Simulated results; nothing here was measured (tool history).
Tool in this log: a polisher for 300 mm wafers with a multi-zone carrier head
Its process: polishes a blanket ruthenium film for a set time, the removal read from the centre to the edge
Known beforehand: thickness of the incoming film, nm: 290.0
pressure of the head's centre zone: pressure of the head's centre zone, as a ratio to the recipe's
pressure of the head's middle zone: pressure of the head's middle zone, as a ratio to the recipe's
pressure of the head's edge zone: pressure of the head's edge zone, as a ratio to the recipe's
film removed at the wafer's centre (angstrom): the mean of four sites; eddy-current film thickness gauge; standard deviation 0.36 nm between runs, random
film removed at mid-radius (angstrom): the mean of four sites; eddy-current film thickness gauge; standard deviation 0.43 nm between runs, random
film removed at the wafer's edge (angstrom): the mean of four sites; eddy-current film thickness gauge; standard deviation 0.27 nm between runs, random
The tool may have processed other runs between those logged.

run    day  flow of slurry (ml/min)  pressure of the head's centre zone  pressure of the head's middle zone  pressure of the head's edge zone  polishing time (s)  film removed at the wafer's centre (angstrom)  film removed at mid-radius (angstrom)  film removed at the wafer's edge (angstrom)
  1  0.000                      135                                1.00                                1.00                              1.00                  34                                         294.01                                 297.14                                       304.37
  2  0.321                      145                                0.97                                1.04                              1.04                  35                                         311.61                                 316.35                                       319.25
  3  0.604                      145                                0.97                                1.07                              1.04                  35                                         303.56                                 330.02                                       323.47
  4  0.733                      145                                0.97                                1.07                              1.01                  35                                         300.37                                 320.54                                       318.11
  5  1.017                      145                                0.97                                1.07                              1.09                  35                                         301.99                                 334.44                                       328.79
  6  1.358                      145                                0.97                                1.07                              1.09                  40                                         345.65                                 371.68                                       374.55
  7  1.621                      140                                0.95                                1.09                              1.10                  40                                         333.42                                 380.46                                       373.77

Run 8 comes next. What will it give?
  8  1.962                      135                                0.93                                1.10                              1.11                  40                                              ?                                      ?                                            ?

{"run 8": {"film removed at the wafer's centre (angstrom)": 328.37, "film removed at mid-radius (angstrom)": 378.63, "film removed at the wafer's edge (angstrom)": 376.89}}
